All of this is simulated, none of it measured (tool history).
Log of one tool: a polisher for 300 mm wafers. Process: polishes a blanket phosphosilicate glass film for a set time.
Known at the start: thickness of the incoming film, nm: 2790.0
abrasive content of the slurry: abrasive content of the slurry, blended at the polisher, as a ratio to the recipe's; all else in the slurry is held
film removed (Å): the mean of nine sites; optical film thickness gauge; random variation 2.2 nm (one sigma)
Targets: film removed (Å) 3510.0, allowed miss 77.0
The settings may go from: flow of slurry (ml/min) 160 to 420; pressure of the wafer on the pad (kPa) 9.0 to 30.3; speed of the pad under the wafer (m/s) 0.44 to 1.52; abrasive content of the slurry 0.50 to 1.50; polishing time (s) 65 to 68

run  hour  flow of slurry (ml/min)  pressure of the wafer on the pad (kPa)  speed of the pad under the wafer (m/s)  abrasive content of the slurry  polishing time (s)  film removed (Å)
  1   0.0                      270                                    19.3                                    0.98                            1.00                  65            5151.5
  2   7.9                      270                                    19.3                                    0.88                            1.00                  65            4672.4
  3  17.0                      210                                    19.3                                    0.88                            1.00                  65            4621.5
  4  22.2                      210                                    18.6                                    0.88                            1.00                  65            4481.4
  5  27.1                      210                                    17.9                                    0.88                            1.00                  65            4324.6
  6  35.5                      210                                    17.2                                    0.88                            1.00                  65            4149.8
  7  42.1                      210                                    16.5                                    0.88                            1.00                  65            3991.3
  8  46.1                      210                                    15.9                                    0.88                            1.00                  65            3862.8
  9  46.9                      210                                    15.9                                    0.88                            1.00                  65            3832.6
 10  54.0                      210                                    15.2                                    0.88                            1.00                  65            3752.7

Which of these 4 next moves meets every target?
  A  61.1                      250                                    14.5                                    0.82                            0.95                  65                 ?
  B  61.1                      210                                    14.5                                    0.90                            0.80                  65                 ?
  C  61.1                      205                                    13.8                                    0.88                            1.00                  67                 ?
  D  61.1                      160                                    13.8                                    0.88                            0.95                  67                 ?

move  film removed (Å)
   A            3401.4
   B            3387.8
   C            3536.1
   D            3347.7
A: takes the result that was furthest off past its target
B: takes the result that was furthest off past its target
C: meets every target
D: takes the result that was furthest off past its target
The right move is C.
